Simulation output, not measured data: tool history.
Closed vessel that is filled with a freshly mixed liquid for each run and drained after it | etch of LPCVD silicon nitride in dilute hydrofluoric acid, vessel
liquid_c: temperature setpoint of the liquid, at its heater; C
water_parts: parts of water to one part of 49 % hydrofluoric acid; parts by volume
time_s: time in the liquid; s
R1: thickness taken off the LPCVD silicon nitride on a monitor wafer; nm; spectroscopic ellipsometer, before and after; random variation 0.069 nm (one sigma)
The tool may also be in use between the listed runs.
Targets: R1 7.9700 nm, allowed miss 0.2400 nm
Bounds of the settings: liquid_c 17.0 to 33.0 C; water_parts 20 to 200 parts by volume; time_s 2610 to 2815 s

{"run": 1, "hour": 0.0, "liquid_c": 25.0, "water_parts": 110, "time_s": 2610, "R1": 11.55}
{"run": 2, "hour": 1.8, "liquid_c": 23.5, "water_parts": 110, "time_s": 2610, "R1": 10.47}
{"run": 3, "hour": 7.0, "liquid_c": 21.0, "water_parts": 110, "time_s": 2610, "R1": 8.8262}
{"run": 4, "hour": 15.1, "liquid_c": 18.0, "water_parts": 110, "time_s": 2610, "R1": 7.2964}
{"run": 5, "hour": 19.8, "liquid_c": 18.0, "water_parts": 135, "time_s": 2610, "R1": 5.9431}
{"run": 6, "hour": 24.1, "liquid_c": 18.0, "water_parts": 120, "time_s": 2610, "R1": 6.6486}
{"run": 7, "hour": 31.7, "liquid_c": 18.0, "water_parts": 120, "time_s": 2610, "R1": 6.6279}
{"run": 8, "hour": 37.0, "liquid_c": 18.5, "water_parts": 120, "time_s": 2610, "R1": 6.8592}
{"run": 9, "hour": 38.1, "liquid_c": 19.0, "water_parts": 120, "time_s": 2610, "R1": 7.0784}
{"run": 10, "hour": 45.1, "liquid_c": 19.5, "water_parts": 120, "time_s": 2610, "R1": 7.3407}
{"run": 11, "hour": 51.7, "liquid_c": 20.0, "water_parts": 120, "time_s": 2610, "R1": 7.6245}

Which of these 4 next moves meets every target?
{"run": "A", "hour": 58.3, "liquid_c": 18.5, "water_parts": 110, "time_s": 2755, "R1": "?"}
{"run": "B", "hour": 58.3, "liquid_c": 20.0, "water_parts": 115, "time_s": 2790, "R1": "?"}
{"run": "C", "hour": 58.3, "liquid_c": 19.0, "water_parts": 120, "time_s": 2740, "R1": "?"}
{"run": "D", "hour": 58.3, "liquid_c": 20.0, "water_parts": 130, "time_s": 2750, "R1": "?"}

move=A R1=7.8949
move=B R1=8.4809
move=C R1=7.4661
move=D R1=7.4172
A: meets every target
B: takes the result that was furthest off past its target
C: further off than the last run
D: further off than the last run
Move A is the one to make.

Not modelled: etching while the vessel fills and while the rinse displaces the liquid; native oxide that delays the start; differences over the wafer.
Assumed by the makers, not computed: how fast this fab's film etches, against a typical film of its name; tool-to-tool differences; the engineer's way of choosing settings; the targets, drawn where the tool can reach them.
